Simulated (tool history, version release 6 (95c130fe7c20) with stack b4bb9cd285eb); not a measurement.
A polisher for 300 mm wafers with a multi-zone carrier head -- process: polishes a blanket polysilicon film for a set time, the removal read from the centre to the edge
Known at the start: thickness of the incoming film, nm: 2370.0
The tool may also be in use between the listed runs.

run,hour,flow of slurry (ml/min),pressure of the head's centre zone,pressure of the head's middle zone,pressure of the head's edge zone,polishing time (s),film removed at the wafer's centre (Å),film removed at mid-radius (Å),film removed at the wafer's edge (Å)
1,0,170,1,1,1,83,4517.6,4433.5,4598.5
2,6.2,160,0.97,0.99,1.02,83,4282.9,4246.6,4488.7
3,13.6,160,0.97,0.99,0.94,83,4454.6,4308.7,4334.5
4,15.3,160,0.97,0.99,0.89,83,4398.5,4269.4,4251.7
5,17.8,140,0.97,0.99,0.89,83,4257.3,4259.3,4173.4
6,22.8,140,1.01,0.99,0.89,83,4425,4293,4153.2
7,28.1,140,0.97,0.99,0.93,83,4181.7,4199,4274.9
8,29.1,135,0.96,0.99,0.96,83,4140.6,4104.7,4295.1
9,36.6,135,0.94,1,0.99,83,4151.8,4206.6,4372.4

The next listed run, before its measurement:
10,45.6,100,0.84,0.95,1.09,82,?,?,?

film removed at the wafer's centre (Å): 3266.4
film removed at mid-radius (Å): 3672.2
film removed at the wafer's edge (Å): 4257.2
